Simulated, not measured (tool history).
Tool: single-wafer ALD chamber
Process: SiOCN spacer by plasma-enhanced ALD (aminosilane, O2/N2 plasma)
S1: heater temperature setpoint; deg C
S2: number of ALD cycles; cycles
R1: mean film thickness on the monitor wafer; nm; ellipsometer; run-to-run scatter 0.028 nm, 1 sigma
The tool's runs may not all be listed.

{"run": 1, "hour": 0.0, "S1": 410, "S2": 113, "R1": 6.7073}
{"run": 2, "hour": 1.0, "S1": 410, "S2": 120, "R1": 7.0969}
{"run": 3, "hour": 8.0, "S1": 414, "S2": 114, "R1": 6.7508}
{"run": 4, "hour": 13.9, "S1": 414, "S2": 124, "R1": 7.2587}
{"run": 5, "hour": 16.1, "S1": 417, "S2": 115, "R1": 6.688}
{"run": 6, "hour": 24.3, "S1": 420, "S2": 110, "R1": 6.3302}
{"run": 7, "hour": 29.5, "S1": 423, "S2": 107, "R1": 6.1033}
{"run": 8, "hour": 33.8, "S1": 425, "S2": 105, "R1": 5.9219}

Run 9 is up next; what results do you expect?
{"run": 9, "hour": 35.1, "S1": 427, "S2": 105, "R1": "?"}

R1: 5.9047 nm
